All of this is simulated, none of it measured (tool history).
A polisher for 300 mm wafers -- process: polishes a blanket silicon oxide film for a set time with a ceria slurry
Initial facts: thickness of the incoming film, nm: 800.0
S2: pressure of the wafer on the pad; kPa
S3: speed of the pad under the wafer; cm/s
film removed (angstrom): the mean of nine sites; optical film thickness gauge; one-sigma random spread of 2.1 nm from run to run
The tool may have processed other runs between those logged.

Run 1, day 0.000: flow of slurry (ml/min) 270, S2 22.1 kPa, S3 84 cm/s, polishing time (s) 46. Result: film removed (angstrom) 1541.1.
Run 2, day 0.154: flow of slurry (ml/min) 270, S2 22.1 kPa, S3 84 cm/s, polishing time (s) 46. Result: film removed (angstrom) 1546.8.
Run 3, day 0.488: flow of slurry (ml/min) 270, S2 24.8 kPa, S3 84 cm/s, polishing time (s) 46. Result: film removed (angstrom) 1732.7.
Run 4, day 0.642: flow of slurry (ml/min) 270, S2 26.9 kPa, S3 84 cm/s, polishing time (s) 46. Result: film removed (angstrom) 1829.1.
Run 5, day 0.938: flow of slurry (ml/min) 335, S2 26.9 kPa, S3 84 cm/s, polishing time (s) 46. Result: film removed (angstrom) 1875.1.
Run 6, day 1.154: flow of slurry (ml/min) 335, S2 28.3 kPa, S3 84 cm/s, polishing time (s) 46. Result: film removed (angstrom) 2001.2.
Run 7, day 1.283: flow of slurry (ml/min) 335, S2 29.0 kPa, S3 84 cm/s, polishing time (s) 46. Result: film removed (angstrom) 2038.3.
Run 8, day 1.558: flow of slurry (ml/min) 335, S2 29.6 kPa, S3 84 cm/s, polishing time (s) 46. Result: film removed (angstrom) 2075.2.
Run 9, day 1.921: flow of slurry (ml/min) 335, S2 30.3 kPa, S3 84 cm/s, polishing time (s) 46. Result: film removed (angstrom) 2128.1.

Run 10 is up next; what results do you expect?
Run 10, day 2.112: flow of slurry (ml/min) 335, S2 31.0 kPa, S3 84 cm/s, polishing time (s) 46. Result: film removed (angstrom) ?.

{"run 10": {"film removed (angstrom)": 2185.4}}
